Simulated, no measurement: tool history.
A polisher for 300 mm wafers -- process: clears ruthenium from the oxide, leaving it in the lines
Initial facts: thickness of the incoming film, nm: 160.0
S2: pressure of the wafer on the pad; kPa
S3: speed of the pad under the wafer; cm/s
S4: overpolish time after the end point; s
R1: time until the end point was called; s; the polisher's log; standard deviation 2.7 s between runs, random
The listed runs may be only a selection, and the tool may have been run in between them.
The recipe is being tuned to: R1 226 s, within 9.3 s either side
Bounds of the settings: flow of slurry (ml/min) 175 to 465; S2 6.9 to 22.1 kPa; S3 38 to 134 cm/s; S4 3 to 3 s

run 1 day=0 | flow_of_slurry_(ml/min)=295 S2=14.5 S3=86 S4=3 | R1=143.12
run 2 day=0.133 | flow_of_slurry_(ml/min)=295 S2=13.1 S3=86 S4=3 | R1=150.47
run 3 day=0.158 | flow_of_slurry_(ml/min)=295 S2=13.1 S3=86 S4=3 | R1=150.29
run 4 day=0.4 | flow_of_slurry_(ml/min)=295 S2=11.7 S3=84 S4=3 | R1=165.26
run 5 day=0.471 | flow_of_slurry_(ml/min)=295 S2=11 S3=82 S4=3 | R1=176.68
run 6 day=0.821 | flow_of_slurry_(ml/min)=295 S2=10.3 S3=82 S4=3 | R1=184.45
run 7 day=1.062 | flow_of_slurry_(ml/min)=295 S2=9.7 S3=82 S4=3 | R1=191.55
run 8 day=1.4 | flow_of_slurry_(ml/min)=295 S2=9 S3=82 S4=3 | R1=203.96
run 9 day=1.712 | flow_of_slurry_(ml/min)=295 S2=8.3 S3=82 S4=3 | R1=214.51

Pick the move, out of 5, that brings all results within their allowed miss; only one does.
run A day=2.025 | flow_of_slurry_(ml/min)=260 S2=9.7 S3=76 S4=3 | R1=?
run B day=2.025 | flow_of_slurry_(ml/min)=270 S2=7.6 S3=92 S4=3 | R1=?
run C day=2.025 | flow_of_slurry_(ml/min)=295 S2=6.9 S3=84 S4=3 | R1=?
run D day=2.025 | flow_of_slurry_(ml/min)=285 S2=8.3 S3=86 S4=3 | R1=?
run E day=2.025 | flow_of_slurry_(ml/min)=280 S2=11 S3=70 S4=3 | R1=?

move=A R1=207.54
move=B R1=196.99
move=C R1=224.52
move=D R1=199.64
move=E R1=205.75
A: its largest miss is bigger than the last run's
B: its largest miss is bigger than the last run's
C: every result lands within tolerance
D: its largest miss is bigger than the last run's
E: its largest miss is bigger than the last run's
Answer: C

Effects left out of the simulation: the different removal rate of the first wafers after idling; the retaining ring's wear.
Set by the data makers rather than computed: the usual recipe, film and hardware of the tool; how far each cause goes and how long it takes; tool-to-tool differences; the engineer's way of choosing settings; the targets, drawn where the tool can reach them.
